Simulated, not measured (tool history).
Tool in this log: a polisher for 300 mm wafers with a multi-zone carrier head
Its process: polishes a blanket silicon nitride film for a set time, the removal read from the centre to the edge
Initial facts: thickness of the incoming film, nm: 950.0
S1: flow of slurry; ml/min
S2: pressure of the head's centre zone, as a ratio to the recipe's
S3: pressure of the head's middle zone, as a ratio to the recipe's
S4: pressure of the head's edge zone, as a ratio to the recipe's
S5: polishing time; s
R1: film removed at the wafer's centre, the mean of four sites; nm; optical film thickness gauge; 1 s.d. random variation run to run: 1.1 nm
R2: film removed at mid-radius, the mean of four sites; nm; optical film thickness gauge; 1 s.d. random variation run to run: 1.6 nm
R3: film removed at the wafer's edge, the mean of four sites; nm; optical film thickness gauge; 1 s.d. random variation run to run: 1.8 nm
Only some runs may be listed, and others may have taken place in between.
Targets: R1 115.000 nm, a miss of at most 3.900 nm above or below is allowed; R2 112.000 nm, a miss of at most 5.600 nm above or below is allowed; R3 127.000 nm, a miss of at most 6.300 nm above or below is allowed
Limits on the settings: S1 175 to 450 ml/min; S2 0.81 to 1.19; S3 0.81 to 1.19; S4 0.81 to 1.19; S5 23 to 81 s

run  hour   S1    S2    S3    S4  S5       R1       R2       R3
  1   0.0  290  1.00  1.00  1.00  52  145.530  141.490  142.270
  2   8.0  290  1.00  1.00  1.00  42  118.080  116.760  116.190
  3  12.2  290  1.00  1.00  0.95  42  118.660  119.050  110.500
  4  15.5  290  1.00  1.00  0.95  34   95.683   92.535   92.474
  5  20.0  255  1.00  1.00  0.95  34   91.173   93.135   88.418
     27.0  -- edge zone pressure recalibrated
  6  27.0  300  0.99  1.02  1.00  35   96.151   97.855   99.457
  7  30.7  330  1.00  1.03  1.03  36  101.140  104.450  103.230
  8  32.7  340  1.00  1.02  1.07  37  105.990  109.810  109.340

Consider the 5 candidate settings below. Which is the only one whose results all fall within their allowed miss of target?
  A  34.7  360  1.07  1.17  1.03  33   ?   ?   ?
  B  34.7  330  1.03  1.00  1.10  38   ?   ?   ?
  C  34.7  270  0.98  0.94  1.17  42   ?   ?   ?
  D  34.7  405  1.18  1.19  0.88  34   ?   ?   ?
  E  34.7  415  1.16  1.14  0.99  36   ?   ?   ?

move       R1       R2       R3
   A   99.776  109.640   95.938
   B  109.480  109.620  113.110
   C  112.340  112.640  126.420
   D  114.650  115.660   93.608
   E  119.520  118.240  103.940
A: misses by more than the last run did
B: gains on the last run, yet a result remains outside its allowed miss
C: every result within its allowed miss
D: misses by more than the last run did
E: misses by more than the last run did
C meets every target.
